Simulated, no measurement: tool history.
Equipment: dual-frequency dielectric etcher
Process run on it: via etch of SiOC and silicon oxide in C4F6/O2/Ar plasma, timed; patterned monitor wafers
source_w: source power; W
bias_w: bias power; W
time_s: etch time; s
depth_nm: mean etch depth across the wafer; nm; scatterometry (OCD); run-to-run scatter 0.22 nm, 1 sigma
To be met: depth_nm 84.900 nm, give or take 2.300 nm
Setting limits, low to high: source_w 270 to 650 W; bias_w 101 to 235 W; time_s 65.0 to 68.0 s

run 1 hour=0.0 | source_w=460 bias_w=168 time_s=65.0 | depth_nm=73.672
run 2 hour=3.6 | source_w=460 bias_w=168 time_s=65.0 | depth_nm=73.698
run 3 hour=11.0 | source_w=490 bias_w=172 time_s=65.0 | depth_nm=75.660
run 4 hour=15.8 | source_w=490 bias_w=172 time_s=65.0 | depth_nm=75.983
run 5 hour=20.1 | source_w=510 bias_w=175 time_s=65.0 | depth_nm=77.483
run 6 hour=28.2 | source_w=480 bias_w=175 time_s=65.0 | depth_nm=75.830
run 7 hour=30.1 | source_w=500 bias_w=179 time_s=65.0 | depth_nm=76.789
run 8 hour=37.8 | source_w=520 bias_w=183 time_s=65.0 | depth_nm=78.766
run 9 hour=44.1 | source_w=540 bias_w=186 time_s=65.0 | depth_nm=79.847
run 10 hour=44.8 | source_w=550 bias_w=189 time_s=65.0 | depth_nm=80.782

Consider the 5 candidate settings below. Which is the only one whose results all fall within their allowed miss of target?
run A hour=45.5 | source_w=510 bias_w=150 time_s=65.5 | depth_nm=?
run B hour=45.5 | source_w=440 bias_w=211 time_s=65.0 | depth_nm=?
run C hour=45.5 | source_w=520 bias_w=184 time_s=65.5 | depth_nm=?
run D hour=45.5 | source_w=590 bias_w=201 time_s=65.0 | depth_nm=?
run E hour=45.5 | source_w=530 bias_w=195 time_s=65.0 | depth_nm=?

move=A depth_nm=74.829
move=B depth_nm=76.185
move=C depth_nm=78.940
move=D depth_nm=83.853
move=E depth_nm=79.993
A: lands further from the targets than the last run did
B: lands further from the targets than the last run did
C: lands further from the targets than the last run did
D: in spec on every target
E: lands further from the targets than the last run did
D meets every target.
